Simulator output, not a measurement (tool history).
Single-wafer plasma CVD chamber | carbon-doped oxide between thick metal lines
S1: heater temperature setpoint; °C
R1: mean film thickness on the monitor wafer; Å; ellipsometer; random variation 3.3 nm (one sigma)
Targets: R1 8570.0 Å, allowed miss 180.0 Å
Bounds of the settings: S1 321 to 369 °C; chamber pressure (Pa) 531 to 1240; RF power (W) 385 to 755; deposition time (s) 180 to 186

{"run": 1, "day": 0.0, "S1": 345, "chamber pressure (Pa)": 885, "RF power (W)": 570, "deposition time (s)": 180, "R1": 10007.0}
{"run": 2, "day": 0.225, "S1": 341, "chamber pressure (Pa)": 885, "RF power (W)": 570, "deposition time (s)": 180, "R1": 10149.0}
{"run": 3, "day": 0.312, "S1": 336, "chamber pressure (Pa)": 885, "RF power (W)": 570, "deposition time (s)": 180, "R1": 10250.0}
{"run": 4, "day": 0.454, "S1": 340, "chamber pressure (Pa)": 885, "RF power (W)": 570, "deposition time (s)": 180, "R1": 10179.0}
{"run": 5, "day": 0.738, "S1": 340, "chamber pressure (Pa)": 768, "RF power (W)": 570, "deposition time (s)": 180, "R1": 10019.0}
{"run": 6, "day": 1.017, "S1": 340, "chamber pressure (Pa)": 768, "RF power (W)": 570, "deposition time (s)": 180, "R1": 10002.0}
{"run": 7, "day": 1.175, "S1": 343, "chamber pressure (Pa)": 728, "RF power (W)": 545, "deposition time (s)": 180, "R1": 9390.2}
{"run": 8, "day": 1.25, "S1": 346, "chamber pressure (Pa)": 697, "RF power (W)": 540, "deposition time (s)": 180, "R1": 9159.3}
{"run": 9, "day": 1.283, "S1": 357, "chamber pressure (Pa)": 591, "RF power (W)": 520, "deposition time (s)": 180, "R1": 8309.2}
{"run": 10, "day": 1.388, "S1": 357, "chamber pressure (Pa)": 591, "RF power (W)": 520, "deposition time (s)": 180, "R1": 8296.8}
{"run": 11, "day": 1.542, "S1": 356, "chamber pressure (Pa)": 599, "RF power (W)": 520, "deposition time (s)": 180, "R1": 8340.7}

Which of these 5 next moves meets every target?
{"run": "A", "day": 1.696, "S1": 350, "chamber pressure (Pa)": 596, "RF power (W)": 525, "deposition time (s)": 186, "R1": "?"}
{"run": "B", "day": 1.696, "S1": 360, "chamber pressure (Pa)": 624, "RF power (W)": 505, "deposition time (s)": 180, "R1": "?"}
{"run": "C", "day": 1.696, "S1": 353, "chamber pressure (Pa)": 616, "RF power (W)": 540, "deposition time (s)": 185, "R1": "?"}
{"run": "D", "day": 1.696, "S1": 362, "chamber pressure (Pa)": 592, "RF power (W)": 570, "deposition time (s)": 180, "R1": "?"}
{"run": "E", "day": 1.696, "S1": 354, "chamber pressure (Pa)": 531, "RF power (W)": 545, "deposition time (s)": 180, "R1": "?"}

move=A R1=8859.6
move=B R1=8092.7
move=C R1=9030.5
move=D R1=8955.6
move=E R1=8616.6
A: takes the result that was furthest off past its target
B: further off than the last run
C: takes the result that was furthest off past its target
D: takes the result that was furthest off past its target
E: meets every target
Answer: E
